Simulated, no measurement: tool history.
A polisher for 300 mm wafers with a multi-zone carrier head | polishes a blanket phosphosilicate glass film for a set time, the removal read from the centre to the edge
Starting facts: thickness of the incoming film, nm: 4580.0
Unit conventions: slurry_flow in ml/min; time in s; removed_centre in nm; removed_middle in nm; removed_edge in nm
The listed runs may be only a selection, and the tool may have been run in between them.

run	hour	slurry_flow	centre_zone	middle_zone	edge_zone	slurry_solids	time	removed_centre	removed_middle	removed_edge
1	0	195	1	1	1	1	52	641.04	634.06	633.99
2	8.4	215	1.04	1.05	1.04	1.05	52	684.5	690.41	668.37
3	12.6	230	1.08	1.07	1.06	1.1	52	728.39	729.02	697.67
4	20	275	1.08	1.07	1.06	1.1	52	742.74	742.85	699.01
5	25.9	275	1.08	1.07	0.98	1.1	52	745.14	742.76	672.33
6	31.3	275	1.08	1.15	0.98	1.1	52	733.63	781.73	659.41
7	37.3	275	1.1	1.14	1.02	1.1	52	753.75	775.71	680.36

Estimate the outcome of run 8 from the log above:
8	43.7	275	1.12	1.14	1.05	1.1	52	?	?	?

removed_centre: 768.93 nm
removed_middle: 773.7 nm
removed_edge: 686.58 nm
